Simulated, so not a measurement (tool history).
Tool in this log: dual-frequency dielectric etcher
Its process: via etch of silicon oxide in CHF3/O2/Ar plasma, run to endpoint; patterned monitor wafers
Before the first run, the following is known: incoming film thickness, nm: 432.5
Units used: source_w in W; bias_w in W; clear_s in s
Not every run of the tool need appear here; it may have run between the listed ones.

{"run": 1, "hour": 0.0, "source_w": 470, "bias_w": 206, "clear_s": 243.03}
{"run": 2, "hour": 3.4, "source_w": 510, "bias_w": 206, "clear_s": 234.71}
{"run": 3, "hour": 11.1, "source_w": 490, "bias_w": 200, "clear_s": 239.18}
{"run": 4, "hour": 13.5, "source_w": 490, "bias_w": 236, "clear_s": 228.15}
{"run": 5, "hour": 18.2, "source_w": 460, "bias_w": 226, "clear_s": 238.38}
{"run": 6, "hour": 24.9, "source_w": 440, "bias_w": 219, "clear_s": 243.57}
{"run": 7, "hour": 28.2, "source_w": 420, "bias_w": 211, "clear_s": 250.41}
{"run": 8, "hour": 33.9, "source_w": 400, "bias_w": 204, "clear_s": 257.59}
{"run": 9, "hour": 42.8, "source_w": 390, "bias_w": 198, "clear_s": 260.31}
{"run": 10, "hour": 50.5, "source_w": 380, "bias_w": 191, "clear_s": 261.63}
{"run": 11, "hour": 51.4, "source_w": 370, "bias_w": 183, "clear_s": 272.44}
{"run": 12, "hour": 56.1, "source_w": 360, "bias_w": 179, "clear_s": 277.42}
{"run": 13, "hour": 62.4, "source_w": 350, "bias_w": 176, "clear_s": 277.24}
{"run": 14, "hour": 65.8, "source_w": 340, "bias_w": 172, "clear_s": 283.97}
{"run": 15, "hour": 72.1, "source_w": 330, "bias_w": 170, "clear_s": 285.92}

Forecast run 16:
{"run": 16, "hour": 73.3, "source_w": 320, "bias_w": 168, "clear_s": "?"}

Run 16 produced clear_s 291.85 s.
